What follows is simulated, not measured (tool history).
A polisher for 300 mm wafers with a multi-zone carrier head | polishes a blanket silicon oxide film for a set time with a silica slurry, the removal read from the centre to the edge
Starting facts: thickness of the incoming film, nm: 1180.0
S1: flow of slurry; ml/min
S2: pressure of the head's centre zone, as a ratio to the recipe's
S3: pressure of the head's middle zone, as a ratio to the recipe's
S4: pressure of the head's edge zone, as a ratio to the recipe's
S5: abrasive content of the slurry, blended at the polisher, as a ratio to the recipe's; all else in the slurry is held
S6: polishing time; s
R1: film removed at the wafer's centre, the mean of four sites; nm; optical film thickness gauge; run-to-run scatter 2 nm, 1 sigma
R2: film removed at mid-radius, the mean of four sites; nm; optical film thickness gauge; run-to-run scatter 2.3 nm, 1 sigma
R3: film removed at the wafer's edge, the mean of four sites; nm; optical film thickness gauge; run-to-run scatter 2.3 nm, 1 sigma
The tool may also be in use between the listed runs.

run 1 hour=0 | S1=125 S2=1 S3=1 S4=1 S5=1 S6=51 | R1=235.25 R2=232.69 R3=239.29
run 2 hour=8.3 | S1=125 S2=1 S3=1.04 S4=1 S5=1 S6=51 | R1=235.98 R2=241.55 R3=238.29
run 3 hour=13.9 | S1=120 S2=0.98 S3=1.03 S4=0.98 S5=0.9 S6=51 | R1=222.65 R2=223.75 R3=220.82
run 4 hour=20.1 | S1=130 S2=0.98 S3=1.03 S4=0.98 S5=0.9 S6=51 | R1=220.95 R2=230.75 R3=224.94
run 5 hour=24.1 | S1=130 S2=0.98 S3=1.03 S4=0.98 S5=1.05 S6=51 | R1=240.41 R2=244.69 R3=237.39
run 6 hour=32.7 | S1=125 S2=0.94 S3=1.02 S4=0.96 S5=0.95 S6=51 | R1=220.84 R2=226.25 R3=227.7
run 7 hour=36.5 | S1=120 S2=0.92 S3=1.03 S4=0.94 S5=0.85 S6=51 | R1=201.93 R2=220.78 R3=207.8
run 8 hour=39.7 | S1=115 S2=0.9 S3=1.01 S4=0.92 S5=0.8 S6=51 | R1=184.8 R2=204.81 R3=200.3
run 9 hour=47.1 | S1=110 S2=0.9 S3=1 S4=0.9 S5=0.8 S6=51 | R1=184.28 R2=199.9 R3=196
run 10 hour=54.8 | S1=105 S2=0.9 S3=1 S4=0.88 S5=0.8 S6=51 | R1=180.78 R2=200.34 R3=195.42

Forecast run 11:
run 11 hour=62.8 | S1=105 S2=0.9 S3=1 S4=0.87 S5=0.75 S6=51 | R1=? R2=? R3=?

{"run 11": {"R1": 176.94, "R2": 195.66, "R3": 184.1}}
